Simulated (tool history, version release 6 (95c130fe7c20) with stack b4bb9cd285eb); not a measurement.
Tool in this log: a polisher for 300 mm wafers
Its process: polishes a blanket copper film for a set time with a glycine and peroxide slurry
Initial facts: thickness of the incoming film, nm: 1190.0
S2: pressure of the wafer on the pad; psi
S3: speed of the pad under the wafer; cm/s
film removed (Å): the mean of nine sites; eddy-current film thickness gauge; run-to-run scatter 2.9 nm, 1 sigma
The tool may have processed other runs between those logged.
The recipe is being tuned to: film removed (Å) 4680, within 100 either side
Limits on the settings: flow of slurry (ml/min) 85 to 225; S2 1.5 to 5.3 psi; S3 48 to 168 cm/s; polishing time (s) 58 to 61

run 1 hour=0 | flow_of_slurry_(ml/min)=145 S2=3.4 S3=108 polishing_time_(s)=58 | film_removed_(Å)=3737.4
run 2 hour=3 | flow_of_slurry_(ml/min)=160 S2=3.6 S3=108 polishing_time_(s)=58 | film_removed_(Å)=3962.2
run 3 hour=10.3 | flow_of_slurry_(ml/min)=160 S2=3.2 S3=108 polishing_time_(s)=58 | film_removed_(Å)=3618.8
run 4 hour=18 | flow_of_slurry_(ml/min)=170 S2=3.5 S3=108 polishing_time_(s)=58 | film_removed_(Å)=3949.8
run 5 hour=24.2 | flow_of_slurry_(ml/min)=170 S2=3.5 S3=96 polishing_time_(s)=58 | film_removed_(Å)=3580.6
run 6 hour=30.7 | flow_of_slurry_(ml/min)=180 S2=3.8 S3=96 polishing_time_(s)=58 | film_removed_(Å)=3833.2
run 7 hour=34 | flow_of_slurry_(ml/min)=185 S2=4.1 S3=96 polishing_time_(s)=58 | film_removed_(Å)=4174.5
run 8 hour=36.9 | flow_of_slurry_(ml/min)=190 S2=4.2 S3=96 polishing_time_(s)=58 | film_removed_(Å)=4226.1
run 9 hour=41.6 | flow_of_slurry_(ml/min)=195 S2=4.3 S3=96 polishing_time_(s)=58 | film_removed_(Å)=4372.2
run 10 hour=48.3 | flow_of_slurry_(ml/min)=200 S2=4.4 S3=96 polishing_time_(s)=58 | film_removed_(Å)=4415.6
run 11 hour=55.8 | flow_of_slurry_(ml/min)=200 S2=4.5 S3=96 polishing_time_(s)=58 | film_removed_(Å)=4558.7

Which of these 4 next moves meets every target?
run A hour=63.3 | flow_of_slurry_(ml/min)=225 S2=4.1 S3=98 polishing_time_(s)=60 | film_removed_(Å)=?
run B hour=63.3 | flow_of_slurry_(ml/min)=195 S2=4.7 S3=94 polishing_time_(s)=61 | film_removed_(Å)=?
run C hour=63.3 | flow_of_slurry_(ml/min)=170 S2=4.4 S3=104 polishing_time_(s)=58 | film_removed_(Å)=?
run D hour=63.3 | flow_of_slurry_(ml/min)=200 S2=4.6 S3=90 polishing_time_(s)=59 | film_removed_(Å)=?

move=A film_removed_(Å)=4434.8
move=B film_removed_(Å)=4844.7
move=C film_removed_(Å)=4648.3
move=D film_removed_(Å)=4452.2
A: moves away from the targets compared with the last run
B: takes the biggest miss from the last run beyond its target
C: in spec on every target
D: moves away from the targets compared with the last run
The right move is C.
